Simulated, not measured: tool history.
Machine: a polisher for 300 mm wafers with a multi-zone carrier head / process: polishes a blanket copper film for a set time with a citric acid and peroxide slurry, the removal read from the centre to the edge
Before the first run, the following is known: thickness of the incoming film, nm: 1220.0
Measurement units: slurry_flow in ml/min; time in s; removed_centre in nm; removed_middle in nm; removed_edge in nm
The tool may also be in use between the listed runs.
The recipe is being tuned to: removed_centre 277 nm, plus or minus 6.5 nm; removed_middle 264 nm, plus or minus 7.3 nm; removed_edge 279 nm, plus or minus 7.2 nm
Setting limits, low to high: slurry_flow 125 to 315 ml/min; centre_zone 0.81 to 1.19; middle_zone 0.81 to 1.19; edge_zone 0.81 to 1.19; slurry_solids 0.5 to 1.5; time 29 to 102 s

run 1 hour=0 | slurry_flow=205 centre_zone=1 middle_zone=1 edge_zone=1 slurry_solids=1 time=65 | removed_centre=201.32 removed_middle=217.17 removed_edge=210.64
run 2 hour=5.9 | slurry_flow=215 centre_zone=1.02 middle_zone=1 edge_zone=1.04 slurry_solids=1.1 time=66 | removed_centre=216.17 removed_middle=221.41 removed_edge=224.14
run 3 hour=9.5 | slurry_flow=215 centre_zone=1.02 middle_zone=1 edge_zone=1.04 slurry_solids=1.1 time=75 | removed_centre=243.97 removed_middle=251.43 removed_edge=254.07
run 4 hour=12.2 | slurry_flow=215 centre_zone=1.02 middle_zone=1 edge_zone=1.04 slurry_solids=1.1 time=68 | removed_centre=220.65 removed_middle=232 removed_edge=231.11
run 5 hour=18.2 | slurry_flow=225 centre_zone=1.04 middle_zone=1 edge_zone=1.07 slurry_solids=1.15 time=68 | removed_centre=230.26 removed_middle=235.08 removed_edge=237.62
run 6 hour=20.5 | slurry_flow=235 centre_zone=1.05 middle_zone=1 edge_zone=1.09 slurry_solids=1.2 time=68 | removed_centre=232.09 removed_middle=241.45 removed_edge=240.48
run 7 hour=22 | slurry_flow=235 centre_zone=1.05 middle_zone=1 edge_zone=1.09 slurry_solids=1.2 time=68 | removed_centre=234.23 removed_middle=240.18 removed_edge=241.26
run 8 hour=25.6 | slurry_flow=235 centre_zone=1.06 middle_zone=0.99 edge_zone=1.11 slurry_solids=1.25 time=69 | removed_centre=241.73 removed_middle=244.03 removed_edge=249.19
-- hour=26.5 centre zone pressure recalibrated
run 9 hour=26.5 | slurry_flow=285 centre_zone=1.12 middle_zone=0.98 edge_zone=1.19 slurry_solids=1.5 time=70 | removed_centre=299.11 removed_middle=260.27 removed_edge=276.68

Of the 4 settings listed for the next run, only one would bring every result within its allowed miss of target. Which one?
run A hour=27.4 | slurry_flow=310 centre_zone=1.04 middle_zone=0.99 edge_zone=1.19 slurry_solids=1.35 time=72 | removed_centre=? removed_middle=? removed_edge=?
run B hour=27.4 | slurry_flow=290 centre_zone=1.17 middle_zone=0.96 edge_zone=1.16 slurry_solids=1.5 time=71 | removed_centre=? removed_middle=? removed_edge=?
run C hour=27.4 | slurry_flow=315 centre_zone=1.13 middle_zone=0.94 edge_zone=1.16 slurry_solids=1.5 time=71 | removed_centre=? removed_middle=? removed_edge=?
run D hour=27.4 | slurry_flow=260 centre_zone=1.14 middle_zone=0.98 edge_zone=1.14 slurry_solids=1.5 time=73 | removed_centre=? removed_middle=? removed_edge=?

move=A removed_centre=280 removed_middle=261.72 removed_edge=283.72
move=B removed_centre=315.61 removed_middle=257.38 removed_edge=280.97
move=C removed_centre=307.24 removed_middle=256.23 removed_edge=282.63
move=D removed_centre=312.47 removed_middle=265.05 removed_edge=283.95
A: meets every target
B: the biggest miss grows against the last run
C: the biggest miss grows against the last run
D: the biggest miss grows against the last run
A meets every target.
